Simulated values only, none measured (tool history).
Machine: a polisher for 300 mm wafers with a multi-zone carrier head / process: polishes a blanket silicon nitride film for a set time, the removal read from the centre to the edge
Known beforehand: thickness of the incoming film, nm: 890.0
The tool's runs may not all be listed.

| run | hour | flow of slurry (ml/min) | pressure of the head's centre zone | pressure of the head's middle zone | pressure of the head's edge zone | polishing time (s) | film removed at the wafer's centre (nm) | film removed at mid-radius (nm) | film removed at the wafer's edge (nm) |
|---|---|---|---|---|---|---|---|---|---|
| 1 | 0.0 | 205 | 1.00 | 1.00 | 1.00 | 51 | 106.74 | 112.81 | 107.26 |
| 2 | 0.9 | 215 | 1.00 | 1.03 | 1.04 | 52 | 114.73 | 117.96 | 111.28 |
| 3 | 2.4 | 235 | 1.00 | 1.03 | 1.04 | 52 | 114.69 | 118.92 | 111.77 |
| 4 | 9.3 | 230 | 0.97 | 1.05 | 1.06 | 54 | 116.29 | 127.70 | 118.66 |
| 5 | 12.3 | 235 | 0.96 | 1.07 | 1.09 | 55 | 116.24 | 131.60 | 120.85 |
| 6 | 15.7 | 240 | 0.96 | 1.08 | 1.11 | 56 | 116.83 | 136.11 | 123.89 |

Run 7 is up next; what results do you expect?
| 7 | 23.9 | 245 | 0.96 | 1.08 | 1.12 | 57 | ? | ? | ? |

film removed at the wafer's centre (nm): 120.90
film removed at mid-radius (nm): 139.70
film removed at the wafer's edge (nm): 127.55

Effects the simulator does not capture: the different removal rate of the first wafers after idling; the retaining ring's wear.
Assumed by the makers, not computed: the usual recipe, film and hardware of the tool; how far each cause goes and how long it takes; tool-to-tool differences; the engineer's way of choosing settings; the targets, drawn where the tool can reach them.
